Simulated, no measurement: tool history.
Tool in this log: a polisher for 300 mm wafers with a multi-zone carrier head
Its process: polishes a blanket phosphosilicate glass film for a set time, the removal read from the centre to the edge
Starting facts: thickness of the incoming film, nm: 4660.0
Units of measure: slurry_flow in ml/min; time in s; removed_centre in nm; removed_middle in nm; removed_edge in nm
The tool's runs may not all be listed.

run 1 day=0 | slurry_flow=275 centre_zone=1 middle_zone=1 edge_zone=1 slurry_solids=1 time=72 | removed_centre=621.37 removed_middle=632.42 removed_edge=668.72
run 2 day=0.154 | slurry_flow=275 centre_zone=1 middle_zone=1 edge_zone=1 slurry_solids=1.15 time=72 | removed_centre=654.92 removed_middle=647.43 removed_edge=694.58
run 3 day=0.362 | slurry_flow=275 centre_zone=1 middle_zone=1 edge_zone=0.97 slurry_solids=1.15 time=72 | removed_centre=653.77 removed_middle=653.45 removed_edge=683.68
run 4 day=0.683 | slurry_flow=320 centre_zone=1 middle_zone=1 edge_zone=0.97 slurry_solids=1.15 time=72 | removed_centre=659.76 removed_middle=672.59 removed_edge=684.86
run 5 day=1.017 | slurry_flow=320 centre_zone=0.99 middle_zone=1.02 edge_zone=0.99 slurry_solids=1.2 time=74 | removed_centre=682.1 removed_middle=681.61 removed_edge=707.51
run 6 day=1.1 | slurry_flow=320 centre_zone=0.96 middle_zone=1.03 edge_zone=0.98 slurry_solids=1.25 time=79 | removed_centre=711.97 removed_middle=752.27 removed_edge=777.05
run 7 day=1.283 | slurry_flow=320 centre_zone=0.95 middle_zone=1.04 edge_zone=0.98 slurry_solids=1.3 time=81 | removed_centre=734 removed_middle=795.93 removed_edge=792.65
run 8 day=1.325 | slurry_flow=315 centre_zone=0.94 middle_zone=1.05 edge_zone=0.99 slurry_solids=1.35 time=83 | removed_centre=740.59 removed_middle=817.14 removed_edge=840.04
run 9 day=1.554 | slurry_flow=310 centre_zone=0.94 middle_zone=1.06 edge_zone=0.99 slurry_solids=1.4 time=85 | removed_centre=770.7 removed_middle=847.43 removed_edge=878.38
run 10 day=1.8 | slurry_flow=310 centre_zone=0.94 middle_zone=1.07 edge_zone=0.99 slurry_solids=1.4 time=86 | removed_centre=791.98 removed_middle=858.07 removed_edge=856.71
run 11 day=2.104 | slurry_flow=315 centre_zone=0.93 middle_zone=1.07 edge_zone=0.99 slurry_solids=1.4 time=87 | removed_centre=781.37 removed_middle=884.48 removed_edge=876.53
run 12 day=2.479 | slurry_flow=315 centre_zone=0.93 middle_zone=1.07 edge_zone=1 slurry_solids=1.4 time=88 | removed_centre=784.14 removed_middle=895.01 removed_edge=903.85
run 13 day=2.6 | slurry_flow=315 centre_zone=0.94 middle_zone=1.08 edge_zone=1.01 slurry_solids=1.4 time=89 | removed_centre=806.85 removed_middle=897.98 removed_edge=937.15
run 14 day=2.633 | slurry_flow=320 centre_zone=0.94 middle_zone=1.09 edge_zone=1.01 slurry_solids=1.4 time=90 | removed_centre=801.4 removed_middle=922.21 removed_edge=924.93

Run 15, settings as shown, results not yet in. Your forecast:
run 15 day=2.7 | slurry_flow=320 centre_zone=0.94 middle_zone=1.09 edge_zone=1.01 slurry_solids=1.4 time=91 | removed_centre=? removed_middle=? removed_edge=?

Run 15 gave removed_centre 809.26 nm, removed_middle 942.18 nm, removed_edge 950.48 nm.
